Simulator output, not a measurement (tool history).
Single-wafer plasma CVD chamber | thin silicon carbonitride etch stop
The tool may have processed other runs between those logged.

run,day,RF power (W),deposition time (s),mean film thickness on the monitor wafer (nm)
1,0.000,265,10.2,6.1390
2,0.179,240,10.2,6.0048
3,0.508,245,10.6,6.2543
4,0.550,250,10.9,6.4577
5,0.592,265,10.9,6.5741
6,0.629,240,10.9,6.3935
7,0.804,240,10.9,6.4092
8,0.854,245,11.1,6.5368

Expected results for the next run?
9,1.167,250,11.3,?

Run 9 came out at mean film thickness on the monitor wafer (nm) 6.6908.
